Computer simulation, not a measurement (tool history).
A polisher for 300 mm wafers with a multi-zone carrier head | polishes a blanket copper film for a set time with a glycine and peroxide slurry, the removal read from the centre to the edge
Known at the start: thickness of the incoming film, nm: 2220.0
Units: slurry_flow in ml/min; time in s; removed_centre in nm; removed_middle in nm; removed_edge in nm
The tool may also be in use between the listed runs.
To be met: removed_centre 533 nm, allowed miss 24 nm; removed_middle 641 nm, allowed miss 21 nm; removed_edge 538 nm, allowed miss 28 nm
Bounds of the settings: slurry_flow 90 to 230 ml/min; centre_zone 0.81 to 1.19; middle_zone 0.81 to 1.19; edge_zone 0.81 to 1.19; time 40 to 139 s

run 1 day=0 | slurry_flow=150 centre_zone=1 middle_zone=1 edge_zone=1 time=89 | removed_centre=478.76 removed_middle=461.71 removed_edge=465.37
run 2 day=0.233 | slurry_flow=155 centre_zone=0.99 middle_zone=1.03 edge_zone=1 time=90 | removed_centre=476.76 removed_middle=475.96 removed_edge=458.3
run 3 day=0.492 | slurry_flow=155 centre_zone=0.98 middle_zone=1.05 edge_zone=1.01 time=93 | removed_centre=487.73 removed_middle=496.94 removed_edge=481.79
run 4 day=0.654 | slurry_flow=160 centre_zone=0.97 middle_zone=1.07 edge_zone=1.01 time=95 | removed_centre=499.45 removed_middle=519.93 removed_edge=501.72
run 5 day=1.021 | slurry_flow=160 centre_zone=0.97 middle_zone=1.07 edge_zone=1.07 time=95 | removed_centre=479.1 removed_middle=518.45 removed_edge=517.2
run 6 day=1.154 | slurry_flow=165 centre_zone=0.96 middle_zone=1.09 edge_zone=1.05 time=96 | removed_centre=498.75 removed_middle=540.26 removed_edge=511.63
run 7 day=1.425 | slurry_flow=170 centre_zone=0.95 middle_zone=1.11 edge_zone=1.05 time=96 | removed_centre=499.22 removed_middle=539.36 removed_edge=525.26
run 8 day=1.721 | slurry_flow=160 centre_zone=0.94 middle_zone=1.12 edge_zone=1.03 time=99 | removed_centre=497.11 removed_middle=570.51 removed_edge=530.17
run 9 day=2.071 | slurry_flow=160 centre_zone=0.94 middle_zone=1.13 edge_zone=1.02 time=100 | removed_centre=501.27 removed_middle=573.95 removed_edge=522.29
run 10 day=2.221 | slurry_flow=160 centre_zone=0.94 middle_zone=1.14 edge_zone=1.01 time=101 | removed_centre=506.57 removed_middle=585.51 removed_edge=531.71
run 11 day=2.25 | slurry_flow=160 centre_zone=0.94 middle_zone=1.15 edge_zone=1 time=102 | removed_centre=501.46 removed_middle=587.55 removed_edge=538.75
run 12 day=2.367 | slurry_flow=165 centre_zone=0.94 middle_zone=1.16 edge_zone=0.97 time=103 | removed_centre=530.34 removed_middle=604.68 removed_edge=521.52

5 next moves are on the table. One of them brings every result within its allowed miss. Which?
run A day=2.483 | slurry_flow=155 centre_zone=1 middle_zone=1.09 edge_zone=1.09 time=103 | removed_centre=? removed_middle=? removed_edge=?
run B day=2.483 | slurry_flow=170 centre_zone=0.95 middle_zone=1.1 edge_zone=1.08 time=100 | removed_centre=? removed_middle=? removed_edge=?
run C day=2.483 | slurry_flow=150 centre_zone=0.92 middle_zone=1.19 edge_zone=0.93 time=108 | removed_centre=? removed_middle=? removed_edge=?
run D day=2.483 | slurry_flow=150 centre_zone=0.94 middle_zone=1.09 edge_zone=1.03 time=99 | removed_centre=? removed_middle=? removed_edge=?
run E day=2.483 | slurry_flow=175 centre_zone=0.98 middle_zone=1.12 edge_zone=0.89 time=97 | removed_centre=? removed_middle=? removed_edge=?

move=A removed_centre=561.08 removed_middle=572.8 removed_edge=543.62
move=B removed_centre=523.88 removed_middle=566.57 removed_edge=529.56
move=C removed_centre=538.78 removed_middle=641.5 removed_edge=525.62
move=D removed_centre=504.38 removed_middle=548.55 removed_edge=506.54
move=E removed_centre=526.44 removed_middle=559.4 removed_edge=469.32
A: further off than the last run
B: further off than the last run
C: meets every target
D: further off than the last run
E: further off than the last run
Answer: C
